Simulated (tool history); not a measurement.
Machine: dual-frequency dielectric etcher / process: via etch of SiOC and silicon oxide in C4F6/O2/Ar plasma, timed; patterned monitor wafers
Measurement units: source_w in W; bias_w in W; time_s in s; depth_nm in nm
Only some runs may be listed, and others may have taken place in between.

run	hour	source_w	bias_w	time_s	depth_nm
1	0	420	206	31	35.343
2	8.9	390	204	31	33.852
3	16.5	380	203	31	33.608
4	23.2	380	168	31	30.592
# hour 27.9: bias power generator calibrated
5	27.9	380	168	28.5	27.922
6	34.3	330	168	28.5	26.152

What will run 7 give?
7	39.4	370	169	28.5	?

{"run 7": {"depth_nm": 27.73}}
